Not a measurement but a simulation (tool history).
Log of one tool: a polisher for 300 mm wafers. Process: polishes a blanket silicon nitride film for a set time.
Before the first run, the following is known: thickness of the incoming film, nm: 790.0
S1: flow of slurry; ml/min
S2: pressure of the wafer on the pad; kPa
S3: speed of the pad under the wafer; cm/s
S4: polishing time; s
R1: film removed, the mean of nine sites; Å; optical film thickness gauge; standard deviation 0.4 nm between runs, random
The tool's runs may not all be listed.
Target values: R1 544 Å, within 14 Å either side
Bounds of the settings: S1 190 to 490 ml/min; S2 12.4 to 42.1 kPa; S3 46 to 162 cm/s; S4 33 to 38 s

Run 1, hour 0: S1 315 ml/min, S2 26.9 kPa, S3 104 cm/s, S4 38 s. Result: R1 872.94 Å.
Run 2, hour 1.6: S1 315 ml/min, S2 26.9 kPa, S3 104 cm/s, S4 33 s. Result: R1 754.55 Å.
Run 3, hour 3.6: S1 315 ml/min, S2 24.1 kPa, S3 104 cm/s, S4 33 s. Result: R1 689.72 Å.
Run 4, hour 5.6: S1 315 ml/min, S2 22.1 kPa, S3 104 cm/s, S4 33 s. Result: R1 643.98 Å.
Run 5, hour 12.2: S1 315 ml/min, S2 20.7 kPa, S3 104 cm/s, S4 33 s. Result: R1 614.72 Å.
Run 6, hour 18.2: S1 315 ml/min, S2 23.4 kPa, S3 104 cm/s, S4 33 s. Result: R1 681.09 Å.
Run 7, hour 19.5: S1 315 ml/min, S2 21.4 kPa, S3 104 cm/s, S4 33 s. Result: R1 632.39 Å.
Run 8, hour 22.3: S1 315 ml/min, S2 20 kPa, S3 104 cm/s, S4 33 s. Result: R1 604.85 Å.
Run 9, hour 28.8: S1 310 ml/min, S2 16.5 kPa, S3 104 cm/s, S4 33 s. Result: R1 522.25 Å.
Run 10, hour 37.3: S1 315 ml/min, S2 16.5 kPa, S3 104 cm/s, S4 33 s. Result: R1 520.88 Å.

Which single option among these 5 for the next run brings every result within its allowed miss of target? Just one does.
Run A, hour 45.8: S1 285 ml/min, S2 16.5 kPa, S3 100 cm/s, S4 36 s. Result: R1 ?.
Run B, hour 45.8: S1 305 ml/min, S2 13.1 kPa, S3 116 cm/s, S4 35 s. Result: R1 ?.
Run C, hour 45.8: S1 315 ml/min, S2 16.5 kPa, S3 102 cm/s, S4 33 s. Result: R1 ?.
Run D, hour 45.8: S1 285 ml/min, S2 15.2 kPa, S3 102 cm/s, S4 35 s. Result: R1 ?.
Run E, hour 45.8: S1 305 ml/min, S2 17.2 kPa, S3 90 cm/s, S4 33 s. Result: R1 ?.

move      R1
   A  546.76
   B  513.59
   C  514.33
   D  508.11
   E   477.6
A: every result lands within tolerance
B: lands further from the targets than the last run did
C: lands further from the targets than the last run did
D: lands further from the targets than the last run did
E: lands further from the targets than the last run did
So the answer is move A, the one that meets all the targets.
